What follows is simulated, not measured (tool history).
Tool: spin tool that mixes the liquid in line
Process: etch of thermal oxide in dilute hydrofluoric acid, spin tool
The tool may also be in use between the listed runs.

run,hour,temperature setpoint of the liquid (°C),parts of water to one part of 49 % hydrofluoric acid (parts by volume),time under the liquid (s),thickness taken off the thermal oxide on a monitor wafer (Å)
1,0.0,25.0,70,25,18.3020
2,6.2,25.0,90,25,14.1020
3,7.7,25.0,105,25,11.6760
4,12.6,21.5,105,25,10.2250
5,13.8,18.5,105,25,8.9166
6,20.3,21.5,100,25,10.6700
7,25.9,24.0,95,25,12.6440
8,30.0,26.0,90,25,14.4130
9,36.9,27.5,85,25,16.2540

Predict the results of run 10:
10,45.5,28.5,80,25,?

thickness taken off the thermal oxide on a monitor wafer (Å): 18.0790
